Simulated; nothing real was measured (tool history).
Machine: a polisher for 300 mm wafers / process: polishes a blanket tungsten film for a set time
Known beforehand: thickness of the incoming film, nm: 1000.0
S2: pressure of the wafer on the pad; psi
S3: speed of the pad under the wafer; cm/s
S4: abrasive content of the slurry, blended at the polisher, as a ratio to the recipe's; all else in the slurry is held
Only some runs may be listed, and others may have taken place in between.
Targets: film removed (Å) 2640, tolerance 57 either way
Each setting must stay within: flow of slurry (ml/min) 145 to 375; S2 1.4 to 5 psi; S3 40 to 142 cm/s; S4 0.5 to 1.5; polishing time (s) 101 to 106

{"run": 1, "hour": 0.0, "flow of slurry (ml/min)": 240, "S2": 3.2, "S3": 90, "S4": 1, "polishing time (s)": 101, "film removed (Å)": 4156.8}
{"run": 2, "hour": 6.9, "flow of slurry (ml/min)": 240, "S2": 3.2, "S3": 90, "S4": 1.1, "polishing time (s)": 101, "film removed (Å)": 4248.8}
{"run": 3, "hour": 14.2, "flow of slurry (ml/min)": 240, "S2": 3.2, "S3": 90, "S4": 0.9, "polishing time (s)": 101, "film removed (Å)": 4028}
{"run": 4, "hour": 17.2, "flow of slurry (ml/min)": 240, "S2": 3.2, "S3": 90, "S4": 0.75, "polishing time (s)": 101, "film removed (Å)": 3854.6}
{"run": 5, "hour": 20.1, "flow of slurry (ml/min)": 285, "S2": 3.2, "S3": 90, "S4": 0.75, "polishing time (s)": 101, "film removed (Å)": 3909}
{"run": 6, "hour": 22.4, "flow of slurry (ml/min)": 285, "S2": 3.2, "S3": 90, "S4": 0.9, "polishing time (s)": 101, "film removed (Å)": 4095.8}
{"run": 7, "hour": 30.7, "flow of slurry (ml/min)": 285, "S2": 3.2, "S3": 90, "S4": 0.9, "polishing time (s)": 101, "film removed (Å)": 4079.8}
{"run": 8, "hour": 39.7, "flow of slurry (ml/min)": 285, "S2": 2.8, "S3": 90, "S4": 0.9, "polishing time (s)": 101, "film removed (Å)": 3702.3}
{"run": 9, "hour": 45.0, "flow of slurry (ml/min)": 275, "S2": 2.4, "S3": 90, "S4": 0.9, "polishing time (s)": 101, "film removed (Å)": 3302.3}
{"run": 10, "hour": 52.2, "flow of slurry (ml/min)": 270, "S2": 2.1, "S3": 90, "S4": 0.9, "polishing time (s)": 101, "film removed (Å)": 2986.6}
{"run": 11, "hour": 58.6, "flow of slurry (ml/min)": 260, "S2": 2, "S3": 90, "S4": 0.9, "polishing time (s)": 101, "film removed (Å)": 2923.9}
{"run": 12, "hour": 64.4, "flow of slurry (ml/min)": 260, "S2": 2, "S3": 90, "S4": 0.9, "polishing time (s)": 101, "film removed (Å)": 2908.1}
{"run": 13, "hour": 73.1, "flow of slurry (ml/min)": 250, "S2": 1.9, "S3": 90, "S4": 0.9, "polishing time (s)": 101, "film removed (Å)": 2773.7}

4 candidate next runs follow, results not yet known. Just one meets every target within its allowed miss. Identify it.
{"run": "A", "hour": 81.8, "flow of slurry (ml/min)": 235, "S2": 1.5, "S3": 92, "S4": 0.85, "polishing time (s)": 105, "film removed (Å)": "?"}
{"run": "B", "hour": 81.8, "flow of slurry (ml/min)": 255, "S2": 2.2, "S3": 74, "S4": 0.8, "polishing time (s)": 104, "film removed (Å)": "?"}
{"run": "C", "hour": 81.8, "flow of slurry (ml/min)": 240, "S2": 1.7, "S3": 84, "S4": 1.05, "polishing time (s)": 106, "film removed (Å)": "?"}
{"run": "D", "hour": 81.8, "flow of slurry (ml/min)": 265, "S2": 1.7, "S3": 98, "S4": 1, "polishing time (s)": 101, "film removed (Å)": "?"}

move=A film_removed_(Å)=2511
move=B film_removed_(Å)=2567.7
move=C film_removed_(Å)=2663.2
move=D film_removed_(Å)=2941.7
A: moves the result that the last run missed by most past its target, out the other side
B: moves the result that the last run missed by most past its target, out the other side
C: every result within its allowed miss
D: moves away from the targets compared with the last run
C meets every target.

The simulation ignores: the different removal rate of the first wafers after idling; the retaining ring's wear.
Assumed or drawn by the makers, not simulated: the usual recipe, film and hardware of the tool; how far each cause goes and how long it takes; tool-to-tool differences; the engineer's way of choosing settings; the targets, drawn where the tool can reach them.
